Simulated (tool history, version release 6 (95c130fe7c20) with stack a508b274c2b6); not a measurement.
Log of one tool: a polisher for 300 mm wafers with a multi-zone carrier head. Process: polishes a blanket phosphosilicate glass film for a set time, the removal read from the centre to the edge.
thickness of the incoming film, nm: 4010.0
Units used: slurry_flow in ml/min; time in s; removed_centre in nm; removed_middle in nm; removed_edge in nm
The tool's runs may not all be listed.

{"run": 1, "hour": 0.0, "slurry_flow": 300, "centre_zone": 1, "middle_zone": 1, "edge_zone": 1, "slurry_solids": 1, "time": 79, "removed_centre": 749.79, "removed_middle": 763.92, "removed_edge": 788.94}
{"run": 2, "hour": 5.3, "slurry_flow": 300, "centre_zone": 1, "middle_zone": 1, "edge_zone": 1.05, "slurry_solids": 1, "time": 79, "removed_centre": 751.52, "removed_middle": 745.05, "removed_edge": 794.91}
{"run": 3, "hour": 9.6, "slurry_flow": 300, "centre_zone": 1, "middle_zone": 1, "edge_zone": 1.05, "slurry_solids": 1, "time": 69, "removed_centre": 661.77, "removed_middle": 654.81, "removed_edge": 682.87}
{"run": 4, "hour": 16.5, "slurry_flow": 310, "centre_zone": 1.05, "middle_zone": 0.99, "edge_zone": 1.05, "slurry_solids": 1.15, "time": 73, "removed_centre": 778.03, "removed_middle": 749.91, "removed_edge": 801.42}
{"run": 5, "hour": 24.5, "slurry_flow": 310, "centre_zone": 1.05, "middle_zone": 0.99, "edge_zone": 1.05, "slurry_solids": 1, "time": 73, "removed_centre": 731.19, "removed_middle": 709.38, "removed_edge": 736.03}
{"run": 6, "hour": 28.4, "slurry_flow": 320, "centre_zone": 1.09, "middle_zone": 0.94, "edge_zone": 0.99, "slurry_solids": 1.1, "time": 77, "removed_centre": 816.83, "removed_middle": 732.85, "removed_edge": 800.9}
{"run": 7, "hour": 29.0, "slurry_flow": 345, "centre_zone": 1.12, "middle_zone": 0.92, "edge_zone": 0.94, "slurry_solids": 1.2, "time": 81, "removed_centre": 946.59, "removed_middle": 796.52, "removed_edge": 861}
{"run": 8, "hour": 36.7, "slurry_flow": 355, "centre_zone": 1.14, "middle_zone": 0.92, "edge_zone": 0.95, "slurry_solids": 1.3, "time": 83, "removed_centre": 1022.6, "removed_middle": 858.49, "removed_edge": 910.18}
{"run": 9, "hour": 38.1, "slurry_flow": 355, "centre_zone": 1.15, "middle_zone": 0.91, "edge_zone": 0.96, "slurry_solids": 1.35, "time": 85, "removed_centre": 1080.7, "removed_middle": 900.24, "removed_edge": 953.08}

Run 10 is up next; what results do you expect?
{"run": 10, "hour": 45.0, "slurry_flow": 375, "centre_zone": 1.19, "middle_zone": 0.85, "edge_zone": 1.02, "slurry_solids": 1.5, "time": 91, "removed_centre": "?", "removed_middle": "?", "removed_edge": "?"}

Run 10 gave removed_centre 1253.3 nm, removed_middle 964.56 nm, removed_edge 1098.4 nm.
